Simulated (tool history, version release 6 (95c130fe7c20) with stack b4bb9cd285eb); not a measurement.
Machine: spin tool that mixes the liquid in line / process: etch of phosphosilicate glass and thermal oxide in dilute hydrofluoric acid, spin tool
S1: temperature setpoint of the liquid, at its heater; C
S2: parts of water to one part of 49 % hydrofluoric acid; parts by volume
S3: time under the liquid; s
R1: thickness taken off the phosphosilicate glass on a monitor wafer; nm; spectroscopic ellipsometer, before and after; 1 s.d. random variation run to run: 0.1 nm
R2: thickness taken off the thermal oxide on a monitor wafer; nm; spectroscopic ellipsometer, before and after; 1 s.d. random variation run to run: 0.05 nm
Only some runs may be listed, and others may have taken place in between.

run 1 hour=0 | S1=23 S2=225 S3=30 | R1=9.7702 R2=0.42667
run 2 hour=2.1 | S1=25.5 S2=210 S3=30 | R1=11.68 R2=0.57743
run 3 hour=7.7 | S1=26.5 S2=200 S3=30 | R1=12.744 R2=0.57674
run 4 hour=13.2 | S1=26.5 S2=200 S3=35 | R1=15.053 R2=0.72677
run 5 hour=15.4 | S1=26.5 S2=200 S3=25 | R1=10.623 R2=0.44651
run 6 hour=22.7 | S1=27.5 S2=185 S3=25 | R1=12.263 R2=0.56979
run 7 hour=25 | S1=28.5 S2=175 S3=25 | R1=13.597 R2=0.61968

Estimate the outcome of run 8 from the log above:
run 8 hour=33.4 | S1=31 S2=160 S3=25 | R1=? R2=?

R1: 16.743 nm
R2: 0.82897 nm
